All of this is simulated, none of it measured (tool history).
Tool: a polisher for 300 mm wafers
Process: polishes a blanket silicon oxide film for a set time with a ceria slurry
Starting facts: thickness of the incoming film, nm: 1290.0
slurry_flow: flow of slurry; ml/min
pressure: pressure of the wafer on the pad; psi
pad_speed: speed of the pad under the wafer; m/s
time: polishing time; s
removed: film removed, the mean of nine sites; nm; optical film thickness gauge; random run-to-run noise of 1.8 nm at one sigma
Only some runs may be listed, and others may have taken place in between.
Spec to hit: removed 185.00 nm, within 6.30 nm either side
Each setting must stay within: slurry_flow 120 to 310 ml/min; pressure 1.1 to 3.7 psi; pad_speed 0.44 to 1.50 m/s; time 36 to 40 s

run	day	slurry_flow	pressure	pad_speed	time	removed
1	0.000	200	2.4	0.96	40	129.00
2	0.183	200	2.9	0.96	40	154.57
3	0.458	200	2.6	0.96	40	140.06
4	0.575	200	2.6	0.76	40	110.35
5	0.625	200	2.6	0.94	40	138.31
6	0.992	200	2.1	0.94	40	112.69
7	1.267	200	2.3	0.94	40	122.39
8	1.462	200	2.3	0.94	40	120.53
9	1.792	200	2.5	0.94	40	132.40
10	2.112	200	2.7	0.94	40	141.64
11	2.312	200	2.8	0.94	40	147.30
12	2.625	200	2.9	0.94	40	154.36

Consider the 4 candidate settings below. Which is the only one whose results all fall within their allowed miss of target?
A	2.938	210	2.7	0.94	39	?
B	2.938	215	3.7	1.04	39	?
C	2.938	235	3.1	1.04	40	?
D	2.938	140	2.5	0.94	39	?

move	removed
A	140.47
B	210.93
C	184.05
D	122.89
A: its largest miss is bigger than the last run's
B: the result that was furthest off in the last run now lies on the other side of its target
C: in spec on every target
D: its largest miss is bigger than the last run's
The right move is C.
